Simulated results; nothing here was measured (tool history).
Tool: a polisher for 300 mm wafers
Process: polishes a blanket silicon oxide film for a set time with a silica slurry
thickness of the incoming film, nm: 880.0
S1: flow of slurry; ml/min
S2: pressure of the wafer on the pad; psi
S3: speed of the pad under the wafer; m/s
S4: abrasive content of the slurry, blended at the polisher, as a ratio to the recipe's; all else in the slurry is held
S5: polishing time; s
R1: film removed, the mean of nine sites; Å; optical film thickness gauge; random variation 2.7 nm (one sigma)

| run | hour | S1 | S2 | S3 | S4 | S5 | R1 |
|---|---|---|---|---|---|---|---|
| 1 | 0 | 285 | 4.7 | 1.52 | 1 | 86 | 4659.2 |
| 2 | 9 | 285 | 4.7 | 1.52 | 1 | 86 | 4689.1 |
| 3 | 14.7 | 285 | 4.5 | 1.52 | 1 | 86 | 4490.1 |
| 4 | 16.3 | 285 | 4.3 | 1.52 | 1 | 86 | 4357.1 |
| 5 | 19.9 | 285 | 3.8 | 1.52 | 1 | 86 | 3832.1 |
| 6 | 20.4 | 285 | 3.7 | 1.52 | 1 | 86 | 3817.6 |
| 7 | 24.9 | 280 | 2.7 | 1.5 | 1 | 86 | 2885.3 |
| 8 | 31.4 | 285 | 2.7 | 1.5 | 1 | 86 | 2874 |

Forecast run 9:
| 9 | 38.4 | 285 | 2.8 | 1.5 | 1 | 86 | ? |

R1: 2950.2 Å
